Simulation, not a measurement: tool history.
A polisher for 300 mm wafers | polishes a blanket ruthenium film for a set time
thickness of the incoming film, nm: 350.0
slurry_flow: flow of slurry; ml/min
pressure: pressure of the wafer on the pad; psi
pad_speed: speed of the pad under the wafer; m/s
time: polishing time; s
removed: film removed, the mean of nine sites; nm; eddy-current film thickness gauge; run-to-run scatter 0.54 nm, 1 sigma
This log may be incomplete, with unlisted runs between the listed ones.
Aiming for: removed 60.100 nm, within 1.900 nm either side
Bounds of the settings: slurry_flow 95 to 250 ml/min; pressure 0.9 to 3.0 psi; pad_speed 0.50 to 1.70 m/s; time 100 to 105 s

{"run": 1, "hour": 0.0, "slurry_flow": 160, "pressure": 1.9, "pad_speed": 1.1, "time": 100, "removed": 125.18}
{"run": 2, "hour": 7.5, "slurry_flow": 155, "pressure": 1.6, "pad_speed": 1.04, "time": 100, "removed": 99.997}
{"run": 3, "hour": 8.1, "slurry_flow": 150, "pressure": 1.4, "pad_speed": 1.0, "time": 100, "removed": 84.317}
{"run": 4, "hour": 15.3, "slurry_flow": 150, "pressure": 1.4, "pad_speed": 0.86, "time": 100, "removed": 70.989}
{"run": 5, "hour": 21.0, "slurry_flow": 145, "pressure": 1.3, "pad_speed": 0.86, "time": 100, "removed": 65.959}
{"run": 6, "hour": 24.3, "slurry_flow": 135, "pressure": 1.3, "pad_speed": 0.86, "time": 100, "removed": 64.964}
{"run": 7, "hour": 32.0, "slurry_flow": 125, "pressure": 1.3, "pad_speed": 0.86, "time": 100, "removed": 63.046}
{"run": 8, "hour": 38.5, "slurry_flow": 120, "pressure": 1.3, "pad_speed": 0.86, "time": 100, "removed": 62.552}
{"run": 9, "hour": 45.6, "slurry_flow": 115, "pressure": 1.3, "pad_speed": 0.86, "time": 100, "removed": 61.527}
{"hour": 47.4, "done": "slurry nozzle cleaned"}
{"run": 10, "hour": 47.4, "slurry_flow": 110, "pressure": 1.3, "pad_speed": 0.86, "time": 100, "removed": 68.913}
{"run": 11, "hour": 55.8, "slurry_flow": 125, "pressure": 1.3, "pad_speed": 0.86, "time": 100, "removed": 71.467}
{"run": 12, "hour": 63.5, "slurry_flow": 125, "pressure": 1.2, "pad_speed": 0.86, "time": 100, "removed": 66.461}
{"run": 13, "hour": 65.2, "slurry_flow": 125, "pressure": 1.2, "pad_speed": 0.86, "time": 100, "removed": 66.398}

Exactly one of the 4 candidate moves below puts every result within its allowed miss. Which one?
{"run": "A", "hour": 66.9, "slurry_flow": 150, "pressure": 1.0, "pad_speed": 1.02, "time": 105, "removed": "?"}
{"run": "B", "hour": 66.9, "slurry_flow": 160, "pressure": 1.1, "pad_speed": 0.86, "time": 105, "removed": "?"}
{"run": "C", "hour": 66.9, "slurry_flow": 155, "pressure": 1.2, "pad_speed": 0.84, "time": 104, "removed": "?"}
{"run": "D", "hour": 66.9, "slurry_flow": 95, "pressure": 1.0, "pad_speed": 0.94, "time": 105, "removed": "?"}

move=A removed=72.910
move=B removed=68.264
move=C removed=71.171
move=D removed=59.928
A: its largest miss is bigger than the last run's
B: its largest miss is bigger than the last run's
C: its largest miss is bigger than the last run's
D: all results land within tolerance of their targets
D meets every target.

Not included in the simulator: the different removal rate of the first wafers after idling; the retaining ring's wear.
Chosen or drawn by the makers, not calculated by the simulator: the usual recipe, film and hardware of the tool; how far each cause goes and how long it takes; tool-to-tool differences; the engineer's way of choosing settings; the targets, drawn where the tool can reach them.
